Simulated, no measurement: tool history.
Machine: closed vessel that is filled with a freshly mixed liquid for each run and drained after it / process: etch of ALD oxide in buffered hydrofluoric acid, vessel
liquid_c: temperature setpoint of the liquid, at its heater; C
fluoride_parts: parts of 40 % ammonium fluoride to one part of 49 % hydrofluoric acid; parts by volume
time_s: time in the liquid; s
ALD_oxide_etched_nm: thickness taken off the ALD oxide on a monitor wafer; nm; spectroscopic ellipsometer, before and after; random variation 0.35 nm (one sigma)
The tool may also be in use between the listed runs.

run 1 hour=0 | liquid_c=21 fluoride_parts=10 time_s=85 | ALD_oxide_etched_nm=85.18
run 2 hour=1 | liquid_c=23.5 fluoride_parts=10 time_s=85 | ALD_oxide_etched_nm=97.29
run 3 hour=2.1 | liquid_c=22.5 fluoride_parts=10 time_s=85 | ALD_oxide_etched_nm=92.464
run 4 hour=4.5 | liquid_c=20.5 fluoride_parts=10 time_s=85 | ALD_oxide_etched_nm=82.36
run 5 hour=11.7 | liquid_c=20 fluoride_parts=10 time_s=85 | ALD_oxide_etched_nm=80.795
run 6 hour=15.4 | liquid_c=20 fluoride_parts=12.5 time_s=85 | ALD_oxide_etched_nm=64.483
run 7 hour=18 | liquid_c=20.5 fluoride_parts=12.5 time_s=85 | ALD_oxide_etched_nm=66.097
run 8 hour=19.1 | liquid_c=21 fluoride_parts=12.5 time_s=85 | ALD_oxide_etched_nm=68.621

Run 9, settings as shown, results not yet in. Your forecast:
-- hour=21.8 hydrofluoric acid flow meter replaced
run 9 hour=21.8 | liquid_c=21.5 fluoride_parts=12.5 time_s=85 | ALD_oxide_etched_nm=?

{"run 9": {"ALD_oxide_etched_nm": 79.417}}
